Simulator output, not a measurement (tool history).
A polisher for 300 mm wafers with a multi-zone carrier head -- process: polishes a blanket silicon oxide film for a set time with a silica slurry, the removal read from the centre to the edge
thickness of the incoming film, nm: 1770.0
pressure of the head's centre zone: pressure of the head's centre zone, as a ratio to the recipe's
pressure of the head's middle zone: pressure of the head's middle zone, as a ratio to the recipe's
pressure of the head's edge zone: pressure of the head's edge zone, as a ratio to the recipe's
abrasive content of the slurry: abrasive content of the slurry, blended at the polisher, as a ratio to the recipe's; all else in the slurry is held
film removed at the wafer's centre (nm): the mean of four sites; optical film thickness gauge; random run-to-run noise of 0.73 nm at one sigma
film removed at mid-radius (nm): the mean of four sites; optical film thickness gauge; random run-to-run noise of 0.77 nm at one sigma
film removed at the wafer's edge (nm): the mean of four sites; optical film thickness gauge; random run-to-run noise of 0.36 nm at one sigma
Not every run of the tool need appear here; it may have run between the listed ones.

run  hour  flow of slurry (ml/min)  pressure of the head's centre zone  pressure of the head's middle zone  pressure of the head's edge zone  abrasive content of the slurry  polishing time (s)  film removed at the wafer's centre (nm)  film removed at mid-radius (nm)  film removed at the wafer's edge (nm)
  1     0                      295                                   1                                   1                                 1                               1                  33                                   108.02                           104.58                                 106.59
  2     2                      290                                0.99                                0.97                              0.96                            0.85                  30                                   85.951                           84.924                                  85.01
  3   4.5                      290                                0.93                                0.97                              0.96                            0.85                  30                                   81.109                           82.448                                 85.526
  4   5.8                      290                                0.93                                0.97                              0.96                            0.65                  30                                   67.516                           66.889                                  69.83
  5   8.3                      290                                0.93                                0.96                              0.93                             0.6                  30                                   60.082                           62.508                                 62.793
  6  16.1                      290                                0.86                                0.96                              0.93                             0.6                  30                                   56.486                           61.847                                 63.255
  7  20.3                      290                                0.86                                0.96                              0.93                             0.6                  30                                   55.751                           62.632                                 64.009
  8  23.6                      285                                0.89                                0.93                              0.91                             0.6                  30                                   58.578                           60.259                                 62.453

Run 9 comes next. What will it give?
  9  24.6                      285                                0.89                                0.93                              0.91                             0.6                  30                                        ?                                ?                                      ?

Run 9 yielded film removed at the wafer's centre (nm) 58.942, film removed at mid-radius (nm) 62.747, film removed at the wafer's edge (nm) 62.856.

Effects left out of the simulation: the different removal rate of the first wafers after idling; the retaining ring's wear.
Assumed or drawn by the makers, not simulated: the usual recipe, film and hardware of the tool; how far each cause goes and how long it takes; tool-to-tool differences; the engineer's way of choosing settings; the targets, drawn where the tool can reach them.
